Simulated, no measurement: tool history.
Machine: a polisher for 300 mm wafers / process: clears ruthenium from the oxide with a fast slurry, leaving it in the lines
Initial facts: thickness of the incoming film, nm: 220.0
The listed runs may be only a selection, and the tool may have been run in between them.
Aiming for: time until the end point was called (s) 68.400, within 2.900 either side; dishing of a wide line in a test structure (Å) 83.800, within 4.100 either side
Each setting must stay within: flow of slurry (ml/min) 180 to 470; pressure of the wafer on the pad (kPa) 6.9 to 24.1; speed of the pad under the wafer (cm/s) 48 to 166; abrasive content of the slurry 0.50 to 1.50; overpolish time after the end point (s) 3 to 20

run,hour,flow of slurry (ml/min),pressure of the wafer on the pad (kPa),speed of the pad under the wafer (cm/s),abrasive content of the slurry,overpolish time after the end point (s),time until the end point was called (s),dishing of a wide line in a test structure (Å)
1,0.0,300,15.2,106,1.00,10,70.683,258.980
2,5.1,300,15.2,106,1.00,9,70.604,236.990
3,5.7,300,15.2,106,0.90,9,74.531,218.720
4,14.1,300,15.2,106,0.85,8,75.102,193.080
5,16.6,300,15.2,106,0.80,7,79.573,166.060
6,24.1,300,15.2,106,0.95,7,72.058,179.280
7,25.2,295,15.2,106,0.95,7,73.547,178.430
8,27.7,280,15.9,106,0.90,7,71.999,178.470
9,33.8,195,20.0,78,0.65,3,94.631,62.012
10,41.6,200,20.7,78,0.65,3,92.411,64.299

4 candidate next runs follow, results not yet known. Just one meets every target within its allowed miss. Identify it.
A,49.4,220,17.9,56,0.50,7,?,?
B,49.4,185,18.6,56,0.60,3,?,?
C,49.4,195,22.1,130,0.50,3,?,?
D,49.4,190,23.4,72,1.05,3,?,?

move,time until the end point was called (s),dishing of a wide line in a test structure (Å)
A,163.910,80.606
B,145.410,39.315
C,61.182,92.293
D,69.641,81.292
A: misses by more than the last run did
B: misses by more than the last run did
C: takes the biggest miss from the last run beyond its target
D: hits every target within its allowed miss
Move D is the one to make.

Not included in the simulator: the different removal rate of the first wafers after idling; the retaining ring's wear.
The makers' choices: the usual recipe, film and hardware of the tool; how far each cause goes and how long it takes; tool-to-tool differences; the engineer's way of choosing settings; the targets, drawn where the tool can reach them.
